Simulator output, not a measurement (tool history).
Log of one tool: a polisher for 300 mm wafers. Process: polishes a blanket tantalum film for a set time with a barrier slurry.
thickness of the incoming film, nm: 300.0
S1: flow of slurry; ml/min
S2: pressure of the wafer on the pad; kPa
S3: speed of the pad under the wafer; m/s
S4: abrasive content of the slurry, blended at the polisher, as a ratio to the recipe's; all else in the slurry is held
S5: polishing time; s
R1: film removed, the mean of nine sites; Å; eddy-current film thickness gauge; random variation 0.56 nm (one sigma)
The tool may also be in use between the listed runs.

{"run": 1, "hour": 0.0, "S1": 275, "S2": 12.4, "S3": 1.22, "S4": 1, "S5": 30, "R1": 619.71}
{"run": 2, "hour": 6.3, "S1": 280, "S2": 13.8, "S3": 1.22, "S4": 1, "S5": 30, "R1": 672.18}
{"run": 3, "hour": 12.3, "S1": 280, "S2": 15.2, "S3": 1.22, "S4": 1, "S5": 30, "R1": 719.05}
{"run": 4, "hour": 18.0, "S1": 285, "S2": 15.9, "S3": 1.22, "S4": 1, "S5": 30, "R1": 736.68}
{"run": 5, "hour": 26.7, "S1": 260, "S2": 15.9, "S3": 1.22, "S4": 1, "S5": 30, "R1": 734.97}
{"run": 6, "hour": 30.0, "S1": 275, "S2": 16.5, "S3": 1.22, "S4": 1, "S5": 30, "R1": 762.87}
{"run": 7, "hour": 31.4, "S1": 275, "S2": 19.3, "S3": 1.22, "S4": 1, "S5": 30, "R1": 865.57}

Run 8 comes next. What will it give?
{"run": 8, "hour": 38.3, "S1": 280, "S2": 19.3, "S3": 1.24, "S4": 1, "S5": 30, "R1": "?"}

Run 8 gave R1 877.36 Å.

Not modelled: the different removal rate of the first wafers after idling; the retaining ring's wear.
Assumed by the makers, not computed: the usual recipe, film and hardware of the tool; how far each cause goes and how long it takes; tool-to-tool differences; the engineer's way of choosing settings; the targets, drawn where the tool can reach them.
